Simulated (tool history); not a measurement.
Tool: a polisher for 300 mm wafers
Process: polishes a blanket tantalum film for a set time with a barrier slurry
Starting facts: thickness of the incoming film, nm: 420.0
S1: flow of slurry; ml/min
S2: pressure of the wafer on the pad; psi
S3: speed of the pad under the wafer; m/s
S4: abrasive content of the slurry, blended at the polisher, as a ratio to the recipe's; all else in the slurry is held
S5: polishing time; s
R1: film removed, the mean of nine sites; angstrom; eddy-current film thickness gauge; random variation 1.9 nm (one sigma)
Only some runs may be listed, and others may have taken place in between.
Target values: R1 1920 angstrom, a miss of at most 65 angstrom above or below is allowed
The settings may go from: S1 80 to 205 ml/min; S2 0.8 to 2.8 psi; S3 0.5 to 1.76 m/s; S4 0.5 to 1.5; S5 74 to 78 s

run,day,S1,S2,S3,S4,S5,R1
1,0,135,1.8,1.12,1,74,1396.1
2,0.242,135,1.9,1.12,1,74,1494.8
3,0.358,135,1.9,1.12,0.85,74,1395.6
4,0.454,135,1.9,1.26,0.85,74,1507.2
5,0.525,135,1.9,1.26,0.85,74,1516.3
6,0.9,135,1.9,1.26,0.85,78,1616.9
7,1.183,145,2,1.26,0.85,78,1708.9
8,1.283,145,2.1,1.26,0.85,78,1810.3

Pick the move, out of 4, that brings all results within their allowed miss; only one does.
A,1.383,145,2,1.22,0.95,76,?
B,1.383,165,2.3,1.28,0.75,77,?
C,1.383,165,1.8,1.3,0.9,78,?
D,1.383,125,2.2,1.26,0.75,76,?

move,R1
A,1712.5
B,1898.5
C,1680.5
D,1656.9
A: moves away from the targets compared with the last run
B: in spec on every target
C: moves away from the targets compared with the last run
D: moves away from the targets compared with the last run
Correct choice: B, which meets every target
